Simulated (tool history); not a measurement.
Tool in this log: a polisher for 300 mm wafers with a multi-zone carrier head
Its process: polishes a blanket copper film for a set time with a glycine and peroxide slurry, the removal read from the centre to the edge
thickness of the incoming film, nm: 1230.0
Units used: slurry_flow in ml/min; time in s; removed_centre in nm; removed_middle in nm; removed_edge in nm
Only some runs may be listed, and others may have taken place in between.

run,hour,slurry_flow,centre_zone,middle_zone,edge_zone,time,removed_centre,removed_middle,removed_edge
1,0,275,1,1,1,56,194.3,199.51,191.93
2,1.8,275,1,1,1,46,161.27,160.33,158.73
3,7,285,1.01,1.04,1.03,51,178.72,189.98,178.48
4,12.5,295,1.03,1.06,1.06,54,192.61,200.62,190.7
5,19,295,1.03,1.02,1.06,54,194.65,197.54,191.61
6,27.5,295,1.03,1.02,0.99,54,192.81,194.29,186.69
7,32.9,295,1.03,1.02,0.99,54,191.9,196.15,185.92
8,41.2,310,1.04,1.05,1.02,57,206.68,219.51,199.38
9,46.1,315,1.04,1.06,1.05,59,214.43,227.5,210.92
10,46.8,330,1.05,1.09,1.07,61,223.17,242.17,223.76

Run 11 has not been measured yet. What should we expect?
11,53.4,330,1.05,1.09,1.07,61,?,?,?

{"run 11": {"removed_centre": 226.64, "removed_middle": 238.08, "removed_edge": 222.66}}

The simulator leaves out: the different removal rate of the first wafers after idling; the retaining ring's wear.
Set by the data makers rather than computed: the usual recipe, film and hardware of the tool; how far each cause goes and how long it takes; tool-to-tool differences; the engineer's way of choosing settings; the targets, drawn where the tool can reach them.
